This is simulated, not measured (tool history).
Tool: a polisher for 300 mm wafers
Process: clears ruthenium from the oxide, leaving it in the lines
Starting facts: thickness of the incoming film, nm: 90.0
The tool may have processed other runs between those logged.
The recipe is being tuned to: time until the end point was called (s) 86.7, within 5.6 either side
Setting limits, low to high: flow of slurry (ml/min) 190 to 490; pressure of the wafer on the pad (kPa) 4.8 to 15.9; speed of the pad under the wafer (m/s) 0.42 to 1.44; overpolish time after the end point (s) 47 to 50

| run | hour | flow of slurry (ml/min) | pressure of the wafer on the pad (kPa) | speed of the pad under the wafer (m/s) | overpolish time after the end point (s) | time until the end point was called (s) |
|---|---|---|---|---|---|---|
| 1 | 0 | 315 | 10.3 | 0.92 | 47 | 136.45 |
| 2 | 1.8 | 315 | 11 | 0.94 | 47 | 125.81 |
| 3 | 5.9 | 315 | 11 | 0.94 | 47 | 123.92 |
| 4 | 10 | 315 | 11.7 | 0.94 | 47 | 113.82 |
| 5 | 11.4 | 315 | 12.4 | 0.94 | 47 | 113.19 |
| 6 | 19.3 | 315 | 12.4 | 0.94 | 47 | 110.93 |
| 7 | 27.8 | 315 | 13.1 | 0.94 | 47 | 105.69 |
| 8 | 33 | 315 | 13.8 | 0.94 | 47 | 99.33 |
| 9 | 35 | 315 | 14.5 | 0.96 | 47 | 95.346 |

Which of these 5 next moves meets every target?
| A | 37 | 310 | 15.9 | 1.14 | 50 | ? |
| B | 37 | 250 | 15.2 | 1.26 | 50 | ? |
| C | 37 | 245 | 14.5 | 1.08 | 47 | ? |
| D | 37 | 270 | 14.5 | 0.92 | 50 | ? |
| E | 37 | 320 | 12.4 | 1.06 | 50 | ? |

| move | time until the end point was called (s) |
|---|---|
| A | 76.423 |
| B | 75.207 |
| C | 88.63 |
| D | 98.847 |
| E | 102.31 |
A: pushes the last run's worst result past its target
B: pushes the last run's worst result past its target
C: every result within its allowed miss
D: lands further from the targets than the last run did
E: lands further from the targets than the last run did
Move C is the one to make.
